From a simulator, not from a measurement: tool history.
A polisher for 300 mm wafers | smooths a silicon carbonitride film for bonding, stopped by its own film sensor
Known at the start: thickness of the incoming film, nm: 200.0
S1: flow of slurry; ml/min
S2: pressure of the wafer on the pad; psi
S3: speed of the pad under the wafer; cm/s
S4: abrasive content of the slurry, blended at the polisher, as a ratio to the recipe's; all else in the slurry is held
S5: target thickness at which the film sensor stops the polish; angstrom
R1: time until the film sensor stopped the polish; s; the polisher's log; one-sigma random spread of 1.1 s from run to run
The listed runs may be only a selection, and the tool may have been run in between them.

run,hour,S1,S2,S3,S4,S5,R1
1,0.0,320,2.4,84,1.0,1790,79.925
2,4.4,320,1.9,84,1.0,1790,96.353
3,7.9,320,2.1,86,1.0,1790,86.376
4,11.5,320,2.2,86,1.0,1790,83.647
5,20.2,320,2.2,86,0.8,1790,92.239
6,26.4,320,2.4,88,0.8,1790,85.174
7,33.4,320,2.5,90,0.8,1790,82.550

Estimate the outcome of run 8 from the log above:
8,38.5,320,2.6,92,0.8,1790,?

R1: 76.356 s
